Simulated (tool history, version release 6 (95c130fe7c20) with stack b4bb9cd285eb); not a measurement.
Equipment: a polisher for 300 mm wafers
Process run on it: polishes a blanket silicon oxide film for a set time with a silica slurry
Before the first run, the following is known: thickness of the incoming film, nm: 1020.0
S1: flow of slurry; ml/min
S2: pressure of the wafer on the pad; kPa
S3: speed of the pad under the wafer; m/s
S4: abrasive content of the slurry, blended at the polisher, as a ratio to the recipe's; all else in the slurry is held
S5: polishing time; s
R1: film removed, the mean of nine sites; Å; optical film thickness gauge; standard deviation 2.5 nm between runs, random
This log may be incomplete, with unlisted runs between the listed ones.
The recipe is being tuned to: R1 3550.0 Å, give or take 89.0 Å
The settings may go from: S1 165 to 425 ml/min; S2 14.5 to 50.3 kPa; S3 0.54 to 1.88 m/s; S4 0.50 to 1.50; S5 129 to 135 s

Run 1, hour 0.0: S1 275 ml/min, S2 32.4 kPa, S3 1.20 m/s, S4 1.00, S5 129 s. Result: R1 4700.5 Å.
Run 2, hour 6.0: S1 270 ml/min, S2 30.3 kPa, S3 1.20 m/s, S4 1.00, S5 129 s. Result: R1 4358.0 Å.
Run 3, hour 6.7: S1 265 ml/min, S2 29.0 kPa, S3 1.20 m/s, S4 1.00, S5 129 s. Result: R1 4180.0 Å.
Run 4, hour 11.1: S1 265 ml/min, S2 29.0 kPa, S3 1.46 m/s, S4 1.00, S5 129 s. Result: R1 4860.0 Å.
Run 5, hour 12.6: S1 265 ml/min, S2 35.2 kPa, S3 1.46 m/s, S4 1.00, S5 129 s. Result: R1 5865.9 Å.
Run 6, hour 13.4: S1 260 ml/min, S2 31.0 kPa, S3 1.46 m/s, S4 1.00, S5 129 s. Result: R1 5234.6 Å.
Run 7, hour 16.9: S1 260 ml/min, S2 27.6 kPa, S3 1.46 m/s, S4 1.00, S5 129 s. Result: R1 4607.3 Å.
Run 8, hour 23.6: S1 255 ml/min, S2 25.5 kPa, S3 1.46 m/s, S4 1.00, S5 129 s. Result: R1 4326.1 Å.
Run 9, hour 27.3: S1 250 ml/min, S2 24.1 kPa, S3 1.46 m/s, S4 1.00, S5 129 s. Result: R1 4047.1 Å.
Run 10, hour 31.9: S1 240 ml/min, S2 23.4 kPa, S3 1.46 m/s, S4 1.00, S5 129 s. Result: R1 3957.1 Å.
Run 11, hour 36.9: S1 240 ml/min, S2 23.4 kPa, S3 1.46 m/s, S4 1.00, S5 129 s. Result: R1 3948.0 Å.
Run 12, hour 41.8: S1 230 ml/min, S2 22.8 kPa, S3 1.46 m/s, S4 1.00, S5 129 s. Result: R1 3799.0 Å.
Run 13, hour 42.6: S1 220 ml/min, S2 22.8 kPa, S3 1.46 m/s, S4 1.00, S5 129 s. Result: R1 3778.9 Å.
Run 14, hour 43.6: S1 210 ml/min, S2 22.8 kPa, S3 1.46 m/s, S4 1.00, S5 129 s. Result: R1 3765.6 Å.
Run 15, hour 46.1: S1 205 ml/min, S2 22.8 kPa, S3 1.46 m/s, S4 1.00, S5 129 s. Result: R1 3720.3 Å.

Exercise: of the 4 proposed moves below, exactly one satisfies all targets within the stated allowed misses. Which move is it?
Run A, hour 48.6: S1 195 ml/min, S2 20.0 kPa, S3 1.46 m/s, S4 1.05, S5 129 s. Result: R1 ?.
Run B, hour 48.6: S1 200 ml/min, S2 24.8 kPa, S3 1.50 m/s, S4 0.95, S5 133 s. Result: R1 ?.
Run C, hour 48.6: S1 180 ml/min, S2 19.3 kPa, S3 1.60 m/s, S4 1.05, S5 134 s. Result: R1 ?.
Run D, hour 48.6: S1 180 ml/min, S2 19.3 kPa, S3 1.42 m/s, S4 1.15, S5 129 s. Result: R1 ?.

move      R1
   A  3375.6
   B  4145.3
   C  3600.0
   D  3304.5
A: takes the result that was furthest off past its target
B: misses by more than the last run did
C: every result within its allowed miss
D: takes the result that was furthest off past its target
The right move is C.
